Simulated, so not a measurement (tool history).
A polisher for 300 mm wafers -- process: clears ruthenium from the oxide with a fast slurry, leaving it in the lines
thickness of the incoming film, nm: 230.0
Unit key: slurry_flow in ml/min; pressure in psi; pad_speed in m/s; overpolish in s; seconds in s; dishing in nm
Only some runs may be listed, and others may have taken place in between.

{"run": 1, "hour": 0.0, "slurry_flow": 165, "pressure": 2.7, "pad_speed": 0.88, "slurry_solids": 1, "overpolish": 27, "seconds": 61.722, "dishing": 68.599}
{"run": 2, "hour": 4.6, "slurry_flow": 160, "pressure": 2.5, "pad_speed": 0.86, "slurry_solids": 1, "overpolish": 29, "seconds": 68.627, "dishing": 68.038}
{"run": 3, "hour": 6.1, "slurry_flow": 160, "pressure": 2.5, "pad_speed": 0.86, "slurry_solids": 1, "overpolish": 33, "seconds": 69.692, "dishing": 75.72}
{"run": 4, "hour": 13.4, "slurry_flow": 160, "pressure": 1.9, "pad_speed": 0.86, "slurry_solids": 1, "overpolish": 33, "seconds": 86.993, "dishing": 59.652}
{"run": 5, "hour": 19.0, "slurry_flow": 160, "pressure": 1.9, "pad_speed": 0.86, "slurry_solids": 1.1, "overpolish": 33, "seconds": 84.804, "dishing": 62.45}
{"run": 6, "hour": 27.3, "slurry_flow": 185, "pressure": 1.9, "pad_speed": 0.86, "slurry_solids": 1.1, "overpolish": 33, "seconds": 83.494, "dishing": 63.758}
{"run": 7, "hour": 33.8, "slurry_flow": 185, "pressure": 1.8, "pad_speed": 0.84, "slurry_solids": 1.1, "overpolish": 34, "seconds": 87.363, "dishing": 60.643}
{"run": 8, "hour": 39.4, "slurry_flow": 180, "pressure": 1.7, "pad_speed": 0.82, "slurry_solids": 1.1, "overpolish": 35, "seconds": 94.517, "dishing": 59.795}

Run 9 comes next. What will it give?
{"run": 9, "hour": 46.0, "slurry_flow": 180, "pressure": 1.6, "pad_speed": 0.8, "slurry_solids": 1.1, "overpolish": 36, "seconds": "?", "dishing": "?"}

{"run 9": {"seconds": 103.92, "dishing": 57.81}}
